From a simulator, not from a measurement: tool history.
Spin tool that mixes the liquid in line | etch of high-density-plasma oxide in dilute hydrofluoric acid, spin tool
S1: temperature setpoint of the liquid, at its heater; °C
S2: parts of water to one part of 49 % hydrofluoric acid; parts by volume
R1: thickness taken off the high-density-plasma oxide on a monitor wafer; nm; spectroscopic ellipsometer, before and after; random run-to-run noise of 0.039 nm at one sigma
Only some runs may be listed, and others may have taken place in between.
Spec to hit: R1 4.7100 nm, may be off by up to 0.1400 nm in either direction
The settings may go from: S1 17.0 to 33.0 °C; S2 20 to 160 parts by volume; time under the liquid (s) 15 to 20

{"run": 1, "day": 0.0, "S1": 25.0, "S2": 90, "time under the liquid (s)": 20, "R1": 1.4607}
{"run": 2, "day": 0.283, "S1": 27.0, "S2": 70, "time under the liquid (s)": 20, "R1": 2.0989}
{"run": 3, "day": 0.425, "S1": 28.5, "S2": 70, "time under the liquid (s)": 20, "R1": 2.2594}
{"run": 4, "day": 0.629, "S1": 31.0, "S2": 70, "time under the liquid (s)": 20, "R1": 2.4344}
{"run": 5, "day": 0.7, "S1": 31.0, "S2": 70, "time under the liquid (s)": 15, "R1": 1.85}
{"run": 6, "day": 0.808, "S1": 31.0, "S2": 45, "time under the liquid (s)": 15, "R1": 3.0295}
{"run": 7, "day": 1.062, "S1": 31.0, "S2": 45, "time under the liquid (s)": 15, "R1": 3.011}
{"run": 8, "day": 1.196, "S1": 33.0, "S2": 20, "time under the liquid (s)": 20, "R1": 10.045}
{"run": 9, "day": 1.567, "S1": 30.5, "S2": 20, "time under the liquid (s)": 20, "R1": 9.2026}
{"run": 10, "day": 1.933, "S1": 30.5, "S2": 25, "time under the liquid (s)": 20, "R1": 7.3051}
{"run": 11, "day": 2.096, "S1": 30.5, "S2": 25, "time under the liquid (s)": 20, "R1": 7.2935}
{"run": 12, "day": 2.217, "S1": 28.0, "S2": 30, "time under the liquid (s)": 20, "R1": 5.4887}
{"run": 13, "day": 2.504, "S1": 27.0, "S2": 30, "time under the liquid (s)": 20, "R1": 5.2545}

Pick the move, out of 5, that brings all results within their allowed miss; only one does.
{"run": "A", "day": 2.792, "S1": 30.0, "S2": 30, "time under the liquid (s)": 20, "R1": "?"}
{"run": "B", "day": 2.792, "S1": 27.0, "S2": 25, "time under the liquid (s)": 15, "R1": "?"}
{"run": "C", "day": 2.792, "S1": 25.5, "S2": 25, "time under the liquid (s)": 15, "R1": "?"}
{"run": "D", "day": 2.792, "S1": 23.5, "S2": 25, "time under the liquid (s)": 20, "R1": "?"}
{"run": "E", "day": 2.792, "S1": 27.0, "S2": 35, "time under the liquid (s)": 20, "R1": "?"}

move=A R1=5.9675
move=B R1=4.7975
move=C R1=4.5099
move=D R1=5.5315
move=E R1=4.4946
A: misses by more than the last run did
B: all results in spec
C: the result that was furthest off in the last run now lies on the other side of its target
D: misses by more than the last run did
E: the result that was furthest off in the last run now lies on the other side of its target
Move B is the one to make.
